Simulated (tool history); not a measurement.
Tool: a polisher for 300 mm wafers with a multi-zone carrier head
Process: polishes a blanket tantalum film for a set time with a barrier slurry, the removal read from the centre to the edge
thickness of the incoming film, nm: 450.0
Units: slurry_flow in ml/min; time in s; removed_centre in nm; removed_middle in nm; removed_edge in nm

run	day	slurry_flow	centre_zone	middle_zone	edge_zone	slurry_solids	time	removed_centre	removed_middle	removed_edge
1	0	250	1	1	1	1	45	45.864	46.126	49.307
2	0.196	250	1	1	1	1	38	38.735	38.543	41.773
3	0.262	250	1.06	1	1	1	38	41.075	38.213	41.233
4	0.45	250	1.06	1	1	1	31	33.768	31.076	33.92
5	0.771	260	1.07	1.01	1.04	1.1	32	36.645	34.319	36.664
6	1.038	260	1.07	1.01	1.04	0.95	32	34.262	31.883	34.942
7	1.312	260	1.07	0.99	1.07	1.1	32	36.647	34.534	37.35
8	1.625	265	1.07	0.95	1.1	1.2	32	38.371	33.627	38.891
9	1.904	270	1.07	0.95	1.12	1.25	32	38.445	34.783	40.507
10	1.996	340	1.17	0.99	1.19	1.4	32	43.942	36.768	42.928

The next listed run, before its measurement:
11	2.221	340	1.16	0.99	1.19	1.4	32	?	?	?

{"run 11": {"removed_centre": 44.172, "removed_middle": 37.604, "removed_edge": 43.167}}

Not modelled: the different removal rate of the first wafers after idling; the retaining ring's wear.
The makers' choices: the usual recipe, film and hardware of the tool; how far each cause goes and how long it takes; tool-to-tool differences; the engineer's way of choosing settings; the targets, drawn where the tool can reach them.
